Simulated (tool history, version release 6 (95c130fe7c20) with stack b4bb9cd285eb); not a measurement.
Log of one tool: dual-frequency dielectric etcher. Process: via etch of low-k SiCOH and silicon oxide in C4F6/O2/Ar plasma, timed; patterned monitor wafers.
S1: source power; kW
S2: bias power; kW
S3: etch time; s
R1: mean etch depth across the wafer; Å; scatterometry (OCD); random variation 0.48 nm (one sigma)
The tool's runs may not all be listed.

{"run": 1, "hour": 0.0, "S1": 0.33, "S2": 0.228, "S3": 38.5, "R1": 838.29}
{"run": 2, "hour": 4.9, "S1": 0.33, "S2": 0.213, "S3": 38.5, "R1": 832.27}
{"run": 3, "hour": 8.6, "S1": 0.35, "S2": 0.218, "S3": 38.5, "R1": 869.59}
{"run": 4, "hour": 9.7, "S1": 0.36, "S2": 0.22, "S3": 38.5, "R1": 878.91}
{"run": 5, "hour": 11.5, "S1": 0.37, "S2": 0.222, "S3": 38.5, "R1": 907.86}
{"run": 6, "hour": 14.0, "S1": 0.37, "S2": 0.223, "S3": 38.5, "R1": 901.47}

Run 7 comes next. What will it give?
{"run": 7, "hour": 15.1, "S1": 0.38, "S2": 0.224, "S3": 38.5, "R1": "?"}

Run 7 gave R1 920.17 Å.

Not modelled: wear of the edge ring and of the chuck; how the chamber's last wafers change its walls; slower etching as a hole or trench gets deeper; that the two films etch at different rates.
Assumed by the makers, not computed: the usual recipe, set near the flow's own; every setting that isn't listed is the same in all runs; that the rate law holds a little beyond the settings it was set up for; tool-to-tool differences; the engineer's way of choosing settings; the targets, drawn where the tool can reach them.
